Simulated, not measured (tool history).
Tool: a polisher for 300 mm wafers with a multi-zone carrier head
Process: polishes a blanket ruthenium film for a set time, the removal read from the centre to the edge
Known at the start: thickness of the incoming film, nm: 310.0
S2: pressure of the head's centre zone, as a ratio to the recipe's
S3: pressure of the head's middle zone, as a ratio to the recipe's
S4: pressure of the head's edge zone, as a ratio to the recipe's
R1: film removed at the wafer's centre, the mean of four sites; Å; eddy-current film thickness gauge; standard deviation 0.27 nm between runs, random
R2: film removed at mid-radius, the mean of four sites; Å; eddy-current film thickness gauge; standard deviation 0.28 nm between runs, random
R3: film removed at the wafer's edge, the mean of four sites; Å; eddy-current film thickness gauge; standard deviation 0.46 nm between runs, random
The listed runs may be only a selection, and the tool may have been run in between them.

run 1 day=0.000 | flow_of_slurry_(ml/min)=125 S2=1.00 S3=1.00 S4=1.00 polishing_time_(s)=63 | R1=866.83 R2=838.10 R3=831.91
run 2 day=0.033 | flow_of_slurry_(ml/min)=105 S2=1.00 S3=1.00 S4=1.00 polishing_time_(s)=63 | R1=826.99 R2=812.76 R3=796.40
run 3 day=0.288 | flow_of_slurry_(ml/min)=105 S2=1.00 S3=1.00 S4=1.00 polishing_time_(s)=56 | R1=718.60 R2=723.68 R3=695.11
run 4 day=0.417 | flow_of_slurry_(ml/min)=105 S2=1.00 S3=1.00 S4=1.00 polishing_time_(s)=62 | R1=810.83 R2=796.65 R3=778.27
run 5 day=0.754 | flow_of_slurry_(ml/min)=105 S2=0.92 S3=1.00 S4=1.00 polishing_time_(s)=62 | R1=746.98 R2=790.35 R3=781.26
run 6 day=0.904 | flow_of_slurry_(ml/min)=105 S2=0.92 S3=1.06 S4=1.00 polishing_time_(s)=62 | R1=740.55 R2=825.41 R3=790.65
run 7 day=1.246 | flow_of_slurry_(ml/min)=95 S2=0.90 S3=0.99 S4=0.99 polishing_time_(s)=53 | R1=592.57 R2=657.88 R3=657.63

The next listed run, before its measurement:
run 8 day=1.608 | flow_of_slurry_(ml/min)=90 S2=0.90 S3=0.94 S4=0.95 polishing_time_(s)=47 | R1=? R2=? R3=?

Logged for run 8: R1 523.33 Å, R2 556.92 Å, R3 559.53 Å.

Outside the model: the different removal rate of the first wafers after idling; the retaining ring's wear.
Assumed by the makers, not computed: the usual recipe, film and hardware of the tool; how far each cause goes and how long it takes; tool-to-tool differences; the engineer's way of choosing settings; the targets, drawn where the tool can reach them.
